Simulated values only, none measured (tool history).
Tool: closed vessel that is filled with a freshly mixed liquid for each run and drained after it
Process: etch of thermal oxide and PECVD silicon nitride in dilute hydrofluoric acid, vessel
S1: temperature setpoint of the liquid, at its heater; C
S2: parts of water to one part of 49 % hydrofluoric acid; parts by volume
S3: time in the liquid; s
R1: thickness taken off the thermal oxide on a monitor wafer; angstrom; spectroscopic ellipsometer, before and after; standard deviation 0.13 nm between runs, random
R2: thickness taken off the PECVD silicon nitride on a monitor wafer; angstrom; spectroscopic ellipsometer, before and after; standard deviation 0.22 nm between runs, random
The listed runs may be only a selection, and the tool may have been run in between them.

Run 1, day 0.000: S1 22.0 C, S2 80 parts by volume, S3 350 s. Result: R1 191.45 angstrom, R2 263.38 angstrom.
Run 2, day 0.354: S1 24.5 C, S2 80 parts by volume, S3 350 s. Result: R1 213.94 angstrom, R2 309.65 angstrom.
Run 3, day 0.562: S1 27.5 C, S2 80 parts by volume, S3 350 s. Result: R1 240.14 angstrom, R2 379.03 angstrom.
Run 4, day 0.800: S1 25.0 C, S2 80 parts by volume, S3 350 s. Result: R1 214.72 angstrom, R2 322.22 angstrom.
Run 5, day 0.925: S1 24.5 C, S2 80 parts by volume, S3 350 s. Result: R1 213.76 angstrom, R2 310.69 angstrom.
Run 6, day 1.267: S1 24.0 C, S2 80 parts by volume, S3 350 s. Result: R1 208.16 angstrom, R2 303.46 angstrom.
Run 7, day 1.367: S1 23.5 C, S2 80 parts by volume, S3 350 s. Result: R1 203.24 angstrom, R2 294.67 angstrom.
Run 8, day 1.642: S1 23.0 C, S2 80 parts by volume, S3 350 s. Result: R1 199.88 angstrom, R2 282.54 angstrom.
Run 9, day 1.954: S1 22.0 C, S2 75 parts by volume, S3 345 s. Result: R1 203.00 angstrom, R2 276.32 angstrom.
At day 2.208: hydrofluoric acid flow meter replaced.
Run 10, day 2.208: S1 22.0 C, S2 70 parts by volume, S3 340 s. Result: R1 197.79 angstrom, R2 271.85 angstrom.
Run 11, day 2.483: S1 22.0 C, S2 70 parts by volume, S3 340 s. Result: R1 195.57 angstrom, R2 269.60 angstrom.

Run 12 comes next. What will it give?
Run 12, day 2.679: S1 21.5 C, S2 60 parts by volume, S3 340 s. Result: R1 ?, R2 ?.

{"run 12": {"R1": 228.58, "R2": 298.89}}
